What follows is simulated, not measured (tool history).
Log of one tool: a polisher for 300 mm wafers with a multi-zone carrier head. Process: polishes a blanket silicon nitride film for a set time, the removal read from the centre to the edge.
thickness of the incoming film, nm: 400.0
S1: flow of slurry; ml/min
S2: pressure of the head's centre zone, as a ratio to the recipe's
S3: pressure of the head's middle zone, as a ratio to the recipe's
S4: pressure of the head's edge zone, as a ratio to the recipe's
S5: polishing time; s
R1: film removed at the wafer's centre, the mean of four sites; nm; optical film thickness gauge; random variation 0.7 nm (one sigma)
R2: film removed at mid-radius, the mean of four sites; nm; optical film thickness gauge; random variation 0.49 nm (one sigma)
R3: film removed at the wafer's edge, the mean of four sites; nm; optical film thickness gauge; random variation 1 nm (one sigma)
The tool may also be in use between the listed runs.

Run 1, day 0: S1 300 ml/min, S2 1, S3 1, S4 1, S5 63 s. Result: R1 119.57 nm, R2 119.82 nm, R3 121.65 nm.
Run 2, day 0.2: S1 300 ml/min, S2 1, S3 1.08, S4 1, S5 63 s. Result: R1 117.15 nm, R2 126.77 nm, R3 121.38 nm.
Run 3, day 0.446: S1 300 ml/min, S2 1, S3 1.08, S4 1, S5 52 s. Result: R1 95.62 nm, R2 104.88 nm, R3 99.562 nm.
Run 4, day 0.671: S1 300 ml/min, S2 0.93, S3 1.08, S4 1, S5 52 s. Result: R1 89.895 nm, R2 105.15 nm, R3 98.612 nm.
Run 5, day 0.988: S1 295 ml/min, S2 0.94, S3 1.01, S4 0.95, S5 46 s. Result: R1 79.369 nm, R2 86.359 nm, R3 85.009 nm.
Run 6, day 1.029: S1 300 ml/min, S2 0.96, S3 0.97, S4 0.9, S5 44 s. Result: R1 77.914 nm, R2 80.722 nm, R3 80.951 nm.
Run 7, day 1.183: S1 295 ml/min, S2 0.98, S3 0.95, S4 0.87, S5 42 s. Result: R1 77.075 nm, R2 77.696 nm, R3 76.155 nm.
Run 8, day 1.217: S1 290 ml/min, S2 0.98, S3 0.92, S4 0.85, S5 41 s. Result: R1 75.735 nm, R2 72.303 nm, R3 74.777 nm.

Run 9 comes next. What will it give?
Run 9, day 1.258: S1 285 ml/min, S2 0.98, S3 0.92, S4 0.84, S5 40 s. Result: R1 ?, R2 ?, R3 ?.

Run 9 gave R1 72.725 nm, R2 69.479 nm, R3 71.746 nm.
